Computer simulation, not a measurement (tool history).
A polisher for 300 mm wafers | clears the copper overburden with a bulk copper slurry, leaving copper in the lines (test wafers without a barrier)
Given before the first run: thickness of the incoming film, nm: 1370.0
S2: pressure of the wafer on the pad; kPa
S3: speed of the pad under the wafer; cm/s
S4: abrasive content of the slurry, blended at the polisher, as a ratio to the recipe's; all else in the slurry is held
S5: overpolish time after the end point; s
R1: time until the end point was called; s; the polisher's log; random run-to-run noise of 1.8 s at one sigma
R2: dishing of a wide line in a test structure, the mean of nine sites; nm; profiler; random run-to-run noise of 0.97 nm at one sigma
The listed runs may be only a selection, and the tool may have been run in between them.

Run 1, hour 0.0: flow of slurry (ml/min) 150, S2 21.4 kPa, S3 110 cm/s, S4 1.00, S5 22 s. Result: R1 123.41 s, R2 85.229 nm.
Run 2, hour 6.8: flow of slurry (ml/min) 150, S2 21.4 kPa, S3 110 cm/s, S4 1.10, S5 22 s. Result: R1 123.99 s, R2 86.762 nm.
Run 3, hour 10.3: flow of slurry (ml/min) 150, S2 19.3 kPa, S3 118 cm/s, S4 0.95, S5 19 s. Result: R1 126.89 s, R2 76.615 nm.
Run 4, hour 17.3: flow of slurry (ml/min) 150, S2 19.3 kPa, S3 96 cm/s, S4 0.95, S5 19 s. Result: R1 155.71 s, R2 67.331 nm.
Run 5, hour 23.9: flow of slurry (ml/min) 150, S2 19.3 kPa, S3 96 cm/s, S4 0.95, S5 26 s. Result: R1 155.79 s, R2 80.228 nm.
Run 6, hour 26.4: flow of slurry (ml/min) 165, S2 18.6 kPa, S3 100 cm/s, S4 0.85, S5 22 s. Result: R1 155.75 s, R2 73.962 nm.
Run 7, hour 31.3: flow of slurry (ml/min) 150, S2 17.9 kPa, S3 106 cm/s, S4 0.80, S5 19 s. Result: R1 159.58 s, R2 68.662 nm.
Run 8, hour 34.5: flow of slurry (ml/min) 160, S2 16.5 kPa, S3 108 cm/s, S4 0.95, S5 16 s. Result: R1 151.46 s, R2 61.011 nm.
Run 9, hour 35.4: flow of slurry (ml/min) 170, S2 11.7 kPa, S3 118 cm/s, S4 1.20, S5 7 s. Result: R1 168.35 s, R2 31.167 nm.
Run 10, hour 43.8: flow of slurry (ml/min) 170, S2 12.4 kPa, S3 118 cm/s, S4 1.20, S5 8 s. Result: R1 161.79 s, R2 35.160 nm.
Run 11, hour 50.8: flow of slurry (ml/min) 170, S2 13.1 kPa, S3 118 cm/s, S4 1.20, S5 9 s. Result: R1 157.94 s, R2 40.324 nm.
Run 12, hour 51.6: flow of slurry (ml/min) 175, S2 13.1 kPa, S3 118 cm/s, S4 1.20, S5 9 s. Result: R1 155.38 s, R2 39.110 nm.
Run 13, hour 55.1: flow of slurry (ml/min) 180, S2 15.2 kPa, S3 118 cm/s, S4 1.20, S5 13 s. Result: R1 136.38 s, R2 57.382 nm.
Run 14, hour 61.8: flow of slurry (ml/min) 175, S2 15.2 kPa, S3 118 cm/s, S4 1.20, S5 13 s. Result: R1 141.57 s, R2 57.223 nm.

Estimate the outcome of run 15 from the log above:
Run 15, hour 64.8: flow of slurry (ml/min) 170, S2 15.2 kPa, S3 118 cm/s, S4 1.20, S5 12 s. Result: R1 ?, R2 ?.

R1: 140.25 s
R2: 52.870 nm

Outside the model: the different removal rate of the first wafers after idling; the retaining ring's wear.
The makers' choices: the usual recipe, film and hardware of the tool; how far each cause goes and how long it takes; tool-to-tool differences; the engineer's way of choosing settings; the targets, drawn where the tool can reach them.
